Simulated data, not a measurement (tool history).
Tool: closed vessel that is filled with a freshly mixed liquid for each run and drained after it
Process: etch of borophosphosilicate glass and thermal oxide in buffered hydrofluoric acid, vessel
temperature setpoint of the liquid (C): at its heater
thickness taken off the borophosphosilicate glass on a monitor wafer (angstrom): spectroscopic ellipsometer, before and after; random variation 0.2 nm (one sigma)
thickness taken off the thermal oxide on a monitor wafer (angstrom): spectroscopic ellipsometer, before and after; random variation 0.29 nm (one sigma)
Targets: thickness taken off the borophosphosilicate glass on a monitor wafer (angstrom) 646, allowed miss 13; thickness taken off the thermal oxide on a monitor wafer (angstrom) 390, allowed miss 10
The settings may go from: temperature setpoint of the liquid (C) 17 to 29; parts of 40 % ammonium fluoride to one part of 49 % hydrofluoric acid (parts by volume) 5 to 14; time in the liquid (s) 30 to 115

run,hour,temperature setpoint of the liquid (C),parts of 40 % ammonium fluoride to one part of 49 % hydrofluoric acid (parts by volume),time in the liquid (s),thickness taken off the borophosphosilicate glass on a monitor wafer (angstrom),thickness taken off the thermal oxide on a monitor wafer (angstrom)
1,0,21,8.5,60,1291.6,780.23
2,6.1,19.5,8.5,60,1188.6,727.47
3,13.8,21,8.5,60,1294.6,783.25
4,20.8,21,9.5,60,1180.4,724.78
5,24.2,19,9.5,60,1060.4,645.18
6,27.4,19,8,60,1244.3,756.56
7,29.2,18.5,9.5,60,1027.8,621.63
8,35.4,18,10.5,60,916.04,558.13
9,43,17.5,11.5,60,818.97,504.61

4 next moves are on the table. One of them brings every result within its allowed miss. Which?
A,50.6,17,11,50,?,?
B,50.6,17,8,35,?,?
C,50.6,18.5,7.5,55,?,?
D,50.6,17,8,40,?,?

move,thickness taken off the borophosphosilicate glass on a monitor wafer (angstrom),thickness taken off the thermal oxide on a monitor wafer (angstrom)
A,688.4,416.03
B,644.27,388.08
C,1180.5,711.32
D,736.31,443.52
A: nearer than the last run, and not there yet
B: meets every target
C: further off than the last run
D: nearer than the last run, and not there yet
Move B is the one to make.
